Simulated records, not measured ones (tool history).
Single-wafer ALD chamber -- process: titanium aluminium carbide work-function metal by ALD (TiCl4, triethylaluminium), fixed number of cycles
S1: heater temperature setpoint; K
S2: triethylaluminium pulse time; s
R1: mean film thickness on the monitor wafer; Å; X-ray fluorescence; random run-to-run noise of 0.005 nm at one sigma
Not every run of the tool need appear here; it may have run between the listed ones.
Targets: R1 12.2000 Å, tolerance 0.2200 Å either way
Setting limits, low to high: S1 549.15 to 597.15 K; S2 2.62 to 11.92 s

run 1 day=0.000 | S1=573.15 S2=7.27 | R1=20.9870
run 2 day=0.271 | S1=583.15 S2=7.27 | R1=21.9640
run 3 day=0.646 | S1=583.15 S2=8.72 | R1=22.8160
run 4 day=0.975 | S1=583.15 S2=7.98 | R1=22.3760
run 5 day=1.008 | S1=589.15 S2=7.98 | R1=22.7990
run 6 day=1.046 | S1=578.15 S2=6.46 | R1=20.4520
run 7 day=1.329 | S1=570.15 S2=5.37 | R1=17.5550
run 8 day=1.654 | S1=564.15 S2=4.59 | R1=14.7920
run 9 day=1.833 | S1=560.15 S2=4.48 | R1=14.1290
run 10 day=1.896 | S1=557.15 S2=4.42 | R1=13.6150
run 11 day=2.162 | S1=549.15 S2=2.64 | R1=2.1687
run 12 day=2.525 | S1=559.15 S2=2.64 | R1=2.2633
run 13 day=2.883 | S1=556.15 S2=3.13 | R1=6.4495
run 14 day=3.004 | S1=549.15 S2=3.13 | R1=6.2711

Exercise: of the 4 proposed moves below, exactly one satisfies all targets within the stated allowed misses. Which move is it?
run A day=3.125 | S1=554.15 S2=4.10 | R1=?
run B day=3.125 | S1=552.15 S2=3.43 | R1=?
run C day=3.125 | S1=549.15 S2=4.48 | R1=?
run D day=3.125 | S1=560.15 S2=3.38 | R1=?

move=A R1=12.1550
move=B R1=8.4310
move=C R1=13.4170
move=D R1=8.4046
A: each result inside its tolerance
B: closer than the last run, but not yet in spec
C: carries the result that was furthest off beyond its target, to the other side
D: closer than the last run, but not yet in spec
A meets every target.

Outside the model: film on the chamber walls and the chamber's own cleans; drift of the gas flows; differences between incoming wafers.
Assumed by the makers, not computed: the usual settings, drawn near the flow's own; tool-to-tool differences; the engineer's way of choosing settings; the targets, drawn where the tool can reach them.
